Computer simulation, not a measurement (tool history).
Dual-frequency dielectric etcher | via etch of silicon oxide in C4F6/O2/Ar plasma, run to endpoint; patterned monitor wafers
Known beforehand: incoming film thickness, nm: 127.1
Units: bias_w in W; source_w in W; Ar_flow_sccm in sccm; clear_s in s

run	day	bias_w	source_w	Ar_flow_sccm	clear_s
1	0.000	376	400	382	30.763
2	0.092	436	400	382	29.321
3	0.167	392	400	382	30.415
4	0.250	433	400	382	29.431
5	0.600	433	430	382	29.106
6	0.667	397	430	382	29.692
7	0.908	367	410	389	30.799

Predict the results of run 8:
8	1.075	343	390	394	?

Run 8 measured clear_s 31.947 s.
